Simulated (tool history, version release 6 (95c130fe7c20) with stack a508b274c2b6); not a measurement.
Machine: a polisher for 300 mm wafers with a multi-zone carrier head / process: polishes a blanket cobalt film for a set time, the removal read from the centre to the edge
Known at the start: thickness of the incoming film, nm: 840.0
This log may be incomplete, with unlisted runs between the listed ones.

run  hour  flow of slurry (ml/min)  pressure of the head's centre zone  pressure of the head's middle zone  pressure of the head's edge zone  polishing time (s)  film removed at the wafer's centre (Å)  film removed at mid-radius (Å)  film removed at the wafer's edge (Å)
  1     0                      265                                   1                                   1                                 1                  51                                  3402.1                          3377.9                                3470.3
  2   8.8                      265                                0.94                                   1                                 1                  51                                  3202.3                          3375.7                                3573.8
  3  14.2                      260                                0.94                                0.98                              0.99                  48                                  2998.4                            3139                                3377.2
  4  19.9                      260                                0.95                                0.96                              0.98                  45                                  2912.6                          2909.7                                3073.8
  5  24.9                      260                                0.95                                1.03                              0.98                  45                                  2861.2                          3041.6                                3031.6
  6  32.8                      260                                1.01                                1.03                              0.98                  45                                  3119.4                          3019.2                                3071.9
  7  36.4                      235                                0.94                                0.93                              0.95                  31                                  1979.8                          1940.7                                2037.5
  8  42.1                      245                                0.95                                0.92                              0.97                  31                                  1951.4                          1905.3                                2105.9
  9    44                      265                                1.05                                0.93                              1.01                  34                                  2424.8                          2121.4                                  2382
 10    50                      260                                1.04                                0.92                              1.01                  34                                  2390.1                          2125.1                                2353.6
 11  54.3                      255                                1.03                                0.91                              1.01                  34                                  2413.3                          2044.4                                2325.2
 12  62.8                      255                                1.03                                0.91                              1.01                  34                                  2270.5                          2057.5                                2361.3

Run 13 has not been measured yet. What should we expect?
 13  69.9                      250                                1.03                                0.91                              1.01                  34                                       ?                               ?                                     ?

{"run 13": {"film removed at the wafer's centre (Å)": 2436.2, "film removed at mid-radius (Å)": 2041.7, "film removed at the wafer's edge (Å)": 2355.2}}
